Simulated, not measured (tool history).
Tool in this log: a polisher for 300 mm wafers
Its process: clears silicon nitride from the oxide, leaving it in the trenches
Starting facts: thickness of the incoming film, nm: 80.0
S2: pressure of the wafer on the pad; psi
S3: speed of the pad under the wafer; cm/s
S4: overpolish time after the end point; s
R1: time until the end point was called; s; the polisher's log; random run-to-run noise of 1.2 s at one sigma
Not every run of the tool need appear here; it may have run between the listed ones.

{"run": 1, "hour": 0.0, "flow of slurry (ml/min)": 290, "S2": 2.6, "S3": 76, "S4": 53, "R1": 108.77}
{"run": 2, "hour": 7.2, "flow of slurry (ml/min)": 290, "S2": 2.9, "S3": 76, "S4": 53, "R1": 99.1}
{"run": 3, "hour": 16.2, "flow of slurry (ml/min)": 290, "S2": 2.6, "S3": 76, "S4": 53, "R1": 111.41}
{"run": 4, "hour": 19.0, "flow of slurry (ml/min)": 290, "S2": 3.2, "S3": 76, "S4": 53, "R1": 92.718}
{"run": 5, "hour": 22.7, "flow of slurry (ml/min)": 290, "S2": 3.2, "S3": 76, "S4": 57, "R1": 91.735}
{"run": 6, "hour": 27.6, "flow of slurry (ml/min)": 290, "S2": 2.9, "S3": 76, "S4": 57, "R1": 101.17}
{"run": 7, "hour": 35.9, "flow of slurry (ml/min)": 290, "S2": 2.6, "S3": 76, "S4": 57, "R1": 110.08}
{"run": 8, "hour": 36.6, "flow of slurry (ml/min)": 290, "S2": 2.4, "S3": 76, "S4": 57, "R1": 119.96}

What does the tool deliver on the next run?
{"hour": 41.7, "done": "slurry nozzle cleaned"}
{"run": 9, "hour": 41.7, "flow of slurry (ml/min)": 290, "S2": 2.3, "S3": 76, "S4": 57, "R1": "?"}

Logged for run 9: R1 121.84 s.

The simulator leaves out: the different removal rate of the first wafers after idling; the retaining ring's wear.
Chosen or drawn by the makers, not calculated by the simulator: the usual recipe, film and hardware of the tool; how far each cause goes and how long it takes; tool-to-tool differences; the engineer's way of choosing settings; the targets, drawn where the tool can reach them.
